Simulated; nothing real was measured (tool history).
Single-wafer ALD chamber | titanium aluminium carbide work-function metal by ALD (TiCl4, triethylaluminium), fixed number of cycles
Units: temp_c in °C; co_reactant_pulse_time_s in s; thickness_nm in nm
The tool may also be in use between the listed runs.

run	hour	temp_c	co_reactant_pulse_time_s	thickness_nm
1	0.0	280	9.80	1.7391
2	3.0	274	8.76	1.6527
3	11.5	269	8.76	1.6077
4	19.8	266	8.43	1.5798
5	23.5	266	10.22	1.6129
6	26.2	263	9.81	1.5809
7	28.2	261	9.49	1.5547

Forecast run 8:
8	37.0	260	9.29	?

Run 8 gave thickness_nm 1.5447 nm.
